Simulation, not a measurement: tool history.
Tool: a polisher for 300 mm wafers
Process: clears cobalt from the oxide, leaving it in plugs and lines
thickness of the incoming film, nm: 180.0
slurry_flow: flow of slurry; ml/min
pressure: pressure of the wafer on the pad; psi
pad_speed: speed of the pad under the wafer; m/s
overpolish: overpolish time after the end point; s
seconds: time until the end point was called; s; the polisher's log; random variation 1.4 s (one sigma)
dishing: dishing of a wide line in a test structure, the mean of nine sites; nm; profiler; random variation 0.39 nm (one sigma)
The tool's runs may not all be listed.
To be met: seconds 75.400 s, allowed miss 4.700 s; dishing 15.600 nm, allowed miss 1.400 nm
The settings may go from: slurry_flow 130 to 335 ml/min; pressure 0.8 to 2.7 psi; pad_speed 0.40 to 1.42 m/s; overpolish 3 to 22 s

run,hour,slurry_flow,pressure,pad_speed,overpolish,seconds,dishing
1,0.0,215,1.7,0.90,11,49.063,23.873
2,7.3,215,1.7,0.90,15,48.520,28.469
3,13.7,215,2.0,0.90,15,42.390,31.289
4,19.3,215,1.7,0.86,13,49.870,25.170
5,23.8,190,1.7,0.86,13,52.387,25.070
# hour 29.3: head pressure recalibrated
6,29.3,190,1.5,0.84,11,60.594,19.463
7,38.2,185,1.4,0.84,11,65.371,19.063
8,43.8,185,1.3,0.84,10,68.205,16.852
9,49.2,180,1.3,0.84,10,69.638,16.482

5 next moves are on the table. One of them brings every result within its allowed miss. Which?
A,54.6,150,1.3,0.92,9,?,?
B,54.6,225,1.6,0.78,8,?,?
C,54.6,160,1.0,0.92,10,?,?
D,54.6,175,1.5,0.78,11,?,?
E,54.6,210,1.2,0.76,15,?,?

move,seconds,dishing
A,64.304,16.759
B,61.746,15.737
C,75.478,16.040
D,66.755,19.085
E,77.883,21.521
A: further off than the last run
B: further off than the last run
C: meets every target
D: further off than the last run
E: brings the result that was furthest off to its target, and leaves another outside
The right move is C.
